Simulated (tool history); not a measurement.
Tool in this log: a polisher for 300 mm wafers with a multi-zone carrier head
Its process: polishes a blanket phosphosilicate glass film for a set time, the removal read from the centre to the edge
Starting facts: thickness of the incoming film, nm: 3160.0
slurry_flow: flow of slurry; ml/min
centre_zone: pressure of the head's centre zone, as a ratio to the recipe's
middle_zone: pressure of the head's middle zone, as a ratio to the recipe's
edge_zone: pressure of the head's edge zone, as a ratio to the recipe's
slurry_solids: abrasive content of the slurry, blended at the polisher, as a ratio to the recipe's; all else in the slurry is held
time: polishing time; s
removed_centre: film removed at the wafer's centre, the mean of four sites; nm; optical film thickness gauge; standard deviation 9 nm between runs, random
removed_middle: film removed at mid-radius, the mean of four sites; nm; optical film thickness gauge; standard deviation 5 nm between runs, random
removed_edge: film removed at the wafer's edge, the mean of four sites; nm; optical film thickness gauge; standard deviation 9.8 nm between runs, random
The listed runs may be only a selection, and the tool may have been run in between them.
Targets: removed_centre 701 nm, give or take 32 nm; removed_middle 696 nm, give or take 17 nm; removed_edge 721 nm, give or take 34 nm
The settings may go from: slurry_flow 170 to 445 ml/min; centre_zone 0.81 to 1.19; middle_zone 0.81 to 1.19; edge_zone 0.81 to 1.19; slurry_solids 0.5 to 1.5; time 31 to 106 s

{"run": 1, "day": 0.0, "slurry_flow": 285, "centre_zone": 1, "middle_zone": 1, "edge_zone": 1, "slurry_solids": 1, "time": 68, "removed_centre": 764.84, "removed_middle": 771.06, "removed_edge": 753.27}
{"run": 2, "day": 0.175, "slurry_flow": 275, "centre_zone": 0.99, "middle_zone": 0.98, "edge_zone": 0.99, "slurry_solids": 1, "time": 68, "removed_centre": 746.18, "removed_middle": 752.94, "removed_edge": 759.07}
{"run": 3, "day": 0.288, "slurry_flow": 275, "centre_zone": 0.99, "middle_zone": 0.98, "edge_zone": 0.99, "slurry_solids": 1.2, "time": 68, "removed_centre": 800.74, "removed_middle": 804.14, "removed_edge": 811.64}
{"run": 4, "day": 0.4, "slurry_flow": 270, "centre_zone": 0.98, "middle_zone": 0.96, "edge_zone": 0.96, "slurry_solids": 1.15, "time": 68, "removed_centre": 788.83, "removed_middle": 762.37, "removed_edge": 784.65}
{"run": 5, "day": 0.65, "slurry_flow": 265, "centre_zone": 0.95, "middle_zone": 0.96, "edge_zone": 0.94, "slurry_solids": 1.1, "time": 68, "removed_centre": 743.36, "removed_middle": 764.85, "removed_edge": 759.36}
{"run": 6, "day": 0.975, "slurry_flow": 265, "centre_zone": 0.95, "middle_zone": 0.96, "edge_zone": 1, "slurry_solids": 1.1, "time": 68, "removed_centre": 746.21, "removed_middle": 759.12, "removed_edge": 766.73}
{"run": 7, "day": 1.029, "slurry_flow": 255, "centre_zone": 0.94, "middle_zone": 0.95, "edge_zone": 0.99, "slurry_solids": 1.05, "time": 68, "removed_centre": 729.19, "removed_middle": 738.75, "removed_edge": 757.98}
{"run": 8, "day": 1.138, "slurry_flow": 255, "centre_zone": 0.94, "middle_zone": 0.94, "edge_zone": 0.98, "slurry_solids": 1.05, "time": 68, "removed_centre": 721.15, "removed_middle": 724.27, "removed_edge": 761.28}
{"run": 9, "day": 1.192, "slurry_flow": 255, "centre_zone": 0.94, "middle_zone": 0.94, "edge_zone": 0.96, "slurry_solids": 1.05, "time": 68, "removed_centre": 718.06, "removed_middle": 737.2, "removed_edge": 759.19}
{"run": 10, "day": 1.421, "slurry_flow": 260, "centre_zone": 0.95, "middle_zone": 0.94, "edge_zone": 0.95, "slurry_solids": 1, "time": 68, "removed_centre": 724.35, "removed_middle": 726.8, "removed_edge": 750.19}
{"run": 11, "day": 1.721, "slurry_flow": 260, "centre_zone": 0.95, "middle_zone": 0.94, "edge_zone": 0.95, "slurry_solids": 1, "time": 68, "removed_centre": 716.65, "removed_middle": 721.33, "removed_edge": 753.54}

Exactly one of the 4 candidate moves below puts every result within its allowed miss. Which one?
{"run": "A", "day": 2.021, "slurry_flow": 305, "centre_zone": 0.89, "middle_zone": 0.86, "edge_zone": 1.09, "slurry_solids": 1.05, "time": 69, "removed_centre": "?", "removed_middle": "?", "removed_edge": "?"}
{"run": "B", "day": 2.021, "slurry_flow": 280, "centre_zone": 0.94, "middle_zone": 0.86, "edge_zone": 0.91, "slurry_solids": 0.95, "time": 67, "removed_centre": "?", "removed_middle": "?", "removed_edge": "?"}
{"run": "C", "day": 2.021, "slurry_flow": 220, "centre_zone": 0.95, "middle_zone": 0.93, "edge_zone": 0.9, "slurry_solids": 1.1, "time": 66, "removed_centre": "?", "removed_middle": "?", "removed_edge": "?"}
{"run": "D", "day": 2.021, "slurry_flow": 195, "centre_zone": 0.84, "middle_zone": 0.91, "edge_zone": 0.97, "slurry_solids": 0.8, "time": 81, "removed_centre": "?", "removed_middle": "?", "removed_edge": "?"}

move=A removed_centre=701.31 removed_middle=695.15 removed_edge=807.66
move=B removed_centre=690.14 removed_middle=649.89 removed_edge=718.2
move=C removed_centre=700.42 removed_middle=698.03 removed_edge=724.22
move=D removed_centre=684.25 removed_middle=754.16 removed_edge=815.77
A: the furthest-off result lands on target, but another misses its tolerance
B: the result that was furthest off in the last run now lies on the other side of its target
C: meets every target
D: its largest miss is bigger than the last run's
Move C is the one to make.

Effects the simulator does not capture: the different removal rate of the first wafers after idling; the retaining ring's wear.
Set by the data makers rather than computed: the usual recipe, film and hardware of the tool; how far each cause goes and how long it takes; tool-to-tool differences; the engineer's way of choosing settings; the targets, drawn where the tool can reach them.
